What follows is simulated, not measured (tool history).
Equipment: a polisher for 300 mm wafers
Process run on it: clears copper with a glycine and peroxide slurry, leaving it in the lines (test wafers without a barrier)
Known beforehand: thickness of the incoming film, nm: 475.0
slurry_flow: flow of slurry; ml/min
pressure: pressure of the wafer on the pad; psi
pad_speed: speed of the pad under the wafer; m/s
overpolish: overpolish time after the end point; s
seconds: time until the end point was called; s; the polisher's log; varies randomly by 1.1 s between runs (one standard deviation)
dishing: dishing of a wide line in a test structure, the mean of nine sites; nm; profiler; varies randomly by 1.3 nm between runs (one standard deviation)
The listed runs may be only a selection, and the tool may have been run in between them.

{"run": 1, "day": 0.0, "slurry_flow": 235, "pressure": 3.2, "pad_speed": 1.06, "overpolish": 29, "seconds": 60.444, "dishing": 139.18}
{"run": 2, "day": 0.304, "slurry_flow": 235, "pressure": 3.1, "pad_speed": 1.06, "overpolish": 26, "seconds": 61.324, "dishing": 125.8}
{"run": 3, "day": 0.475, "slurry_flow": 205, "pressure": 3.1, "pad_speed": 1.06, "overpolish": 26, "seconds": 62.821, "dishing": 125.56}
{"run": 4, "day": 0.558, "slurry_flow": 160, "pressure": 3.1, "pad_speed": 1.06, "overpolish": 26, "seconds": 66.532, "dishing": 121.63}
{"run": 5, "day": 0.604, "slurry_flow": 165, "pressure": 3, "pad_speed": 1.06, "overpolish": 24, "seconds": 66.248, "dishing": 117.01}
{"run": 6, "day": 0.888, "slurry_flow": 165, "pressure": 2.9, "pad_speed": 1.06, "overpolish": 22, "seconds": 69.691, "dishing": 104.7}
{"run": 7, "day": 1.238, "slurry_flow": 170, "pressure": 2.9, "pad_speed": 1.12, "overpolish": 11, "seconds": 64.834, "dishing": 61.073}

Predict the results of run 8:
{"day": 1.575, "done": "worn pad replaced by a new one"}
{"run": 8, "day": 1.575, "slurry_flow": 170, "pressure": 2.9, "pad_speed": 1.1, "overpolish": 12, "seconds": "?", "dishing": "?"}

Run 8 measured seconds 62.308 s, dishing 65.442 nm.
